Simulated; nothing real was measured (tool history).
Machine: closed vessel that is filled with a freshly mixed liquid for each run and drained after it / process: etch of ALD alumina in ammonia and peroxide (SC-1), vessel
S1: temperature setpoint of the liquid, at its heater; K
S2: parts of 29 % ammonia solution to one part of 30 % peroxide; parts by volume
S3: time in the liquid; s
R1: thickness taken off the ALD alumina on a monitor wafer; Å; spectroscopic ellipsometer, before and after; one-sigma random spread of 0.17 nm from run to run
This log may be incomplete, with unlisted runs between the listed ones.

Run 1, hour 0.0: S1 322.15 K, S2 0.55 parts by volume, S3 810 s. Result: R1 330.55 Å.
Run 2, hour 9.3: S1 322.15 K, S2 0.55 parts by volume, S3 875 s. Result: R1 352.89 Å.
Run 3, hour 14.8: S1 320.15 K, S2 0.55 parts by volume, S3 875 s. Result: R1 318.03 Å.
Run 4, hour 16.1: S1 320.15 K, S2 0.65 parts by volume, S3 875 s. Result: R1 323.94 Å.
Run 5, hour 18.3: S1 318.65 K, S2 0.65 parts by volume, S3 875 s. Result: R1 296.68 Å.
Run 6, hour 24.4: S1 318.65 K, S2 0.80 parts by volume, S3 875 s. Result: R1 302.33 Å.
Run 7, hour 31.2: S1 317.15 K, S2 0.80 parts by volume, S3 875 s. Result: R1 278.61 Å.

Forecast run 8:
Run 8, hour 40.3: S1 316.15 K, S2 0.80 parts by volume, S3 875 s. Result: R1 ?.

Run 8 produced R1 262.05 Å.
